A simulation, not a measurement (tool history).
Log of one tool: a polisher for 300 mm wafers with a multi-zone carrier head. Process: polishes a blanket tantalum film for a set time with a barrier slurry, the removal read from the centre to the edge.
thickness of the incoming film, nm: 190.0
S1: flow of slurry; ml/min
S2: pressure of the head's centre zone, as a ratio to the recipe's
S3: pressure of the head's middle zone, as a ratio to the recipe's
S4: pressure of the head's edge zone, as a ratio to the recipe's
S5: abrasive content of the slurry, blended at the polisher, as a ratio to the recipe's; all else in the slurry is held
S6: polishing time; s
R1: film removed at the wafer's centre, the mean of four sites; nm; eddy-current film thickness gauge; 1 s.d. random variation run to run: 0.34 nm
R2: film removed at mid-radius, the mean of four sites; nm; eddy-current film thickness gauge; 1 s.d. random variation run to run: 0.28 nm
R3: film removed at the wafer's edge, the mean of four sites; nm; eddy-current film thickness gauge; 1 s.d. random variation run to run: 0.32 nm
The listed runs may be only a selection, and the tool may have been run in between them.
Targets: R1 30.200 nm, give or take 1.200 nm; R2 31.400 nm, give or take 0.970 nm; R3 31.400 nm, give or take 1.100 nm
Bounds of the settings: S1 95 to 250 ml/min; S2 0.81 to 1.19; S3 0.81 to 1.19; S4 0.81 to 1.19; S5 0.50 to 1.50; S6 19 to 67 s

{"run": 1, "hour": 0.0, "S1": 160, "S2": 1.0, "S3": 1.0, "S4": 1.0, "S5": 1.0, "S6": 43, "R1": 59.326, "R2": 58.006, "R3": 58.812}
{"run": 2, "hour": 6.5, "S1": 160, "S2": 1.0, "S3": 1.0, "S4": 1.0, "S5": 1.0, "S6": 53, "R1": 72.921, "R2": 72.377, "R3": 72.27}
{"run": 3, "hour": 15.5, "S1": 160, "S2": 0.94, "S3": 1.0, "S4": 1.0, "S5": 1.0, "S6": 53, "R1": 70.027, "R2": 71.247, "R3": 72.088}
{"run": 4, "hour": 24.4, "S1": 160, "S2": 1.01, "S3": 1.0, "S4": 1.0, "S5": 1.0, "S6": 53, "R1": 71.68, "R2": 70.615, "R3": 71.916}
{"run": 5, "hour": 27.5, "S1": 160, "S2": 1.01, "S3": 1.0, "S4": 1.0, "S5": 0.9, "S6": 53, "R1": 71.626, "R2": 67.912, "R3": 68.938}
{"run": 6, "hour": 35.6, "S1": 145, "S2": 0.95, "S3": 1.02, "S4": 1.0, "S5": 0.8, "S6": 44, "R1": 53.48, "R2": 55.748, "R3": 56.072}
{"run": 7, "hour": 40.6, "S1": 140, "S2": 0.94, "S3": 1.01, "S4": 0.96, "S5": 0.7, "S6": 38, "R1": 43.347, "R2": 45.277, "R3": 46.215}
{"run": 8, "hour": 45.4, "S1": 140, "S2": 0.95, "S3": 1.01, "S4": 0.86, "S5": 0.5, "S6": 26, "R1": 27.754, "R2": 28.292, "R3": 26.651}
{"run": 9, "hour": 48.7, "S1": 155, "S2": 0.94, "S3": 1.01, "S4": 0.9, "S5": 0.5, "S6": 26, "R1": 27.31, "R2": 28.719, "R3": 27.12}

Of the 5 settings listed for the next run, only one would bring every result within its allowed miss of target. Which one?
{"run": "A", "hour": 52.0, "S1": 175, "S2": 1.03, "S3": 1.04, "S4": 0.83, "S5": 0.7, "S6": 24, "R1": "?", "R2": "?", "R3": "?"}
{"run": "B", "hour": 52.0, "S1": 185, "S2": 0.94, "S3": 1.19, "S4": 0.83, "S5": 0.5, "S6": 23, "R1": "?", "R2": "?", "R3": "?"}
{"run": "C", "hour": 52.0, "S1": 190, "S2": 0.95, "S3": 1.19, "S4": 0.81, "S5": 0.5, "S6": 22, "R1": "?", "R2": "?", "R3": "?"}
{"run": "D", "hour": 52.0, "S1": 125, "S2": 0.93, "S3": 0.98, "S4": 0.89, "S5": 0.85, "S6": 26, "R1": "?", "R2": "?", "R3": "?"}
{"run": "E", "hour": 52.0, "S1": 195, "S2": 0.97, "S3": 1.1, "S4": 0.81, "S5": 0.5, "S6": 21, "R1": "?", "R2": "?", "R3": "?"}

move=A R1=31.485 R2=30.912 R3=27.726
move=B R1=25.086 R2=30.267 R3=24.067
move=C R1=24.365 R2=29.070 R3=22.846
move=D R1=30.156 R2=31.497 R3=31.241
move=E R1=23.840 R2=26.031 R3=21.897
A: an improvement on the last run, though not all results are within tolerance
B: lands further from the targets than the last run did
C: lands further from the targets than the last run did
D: all results in spec
E: lands further from the targets than the last run did
Go with D: it meets all targets.

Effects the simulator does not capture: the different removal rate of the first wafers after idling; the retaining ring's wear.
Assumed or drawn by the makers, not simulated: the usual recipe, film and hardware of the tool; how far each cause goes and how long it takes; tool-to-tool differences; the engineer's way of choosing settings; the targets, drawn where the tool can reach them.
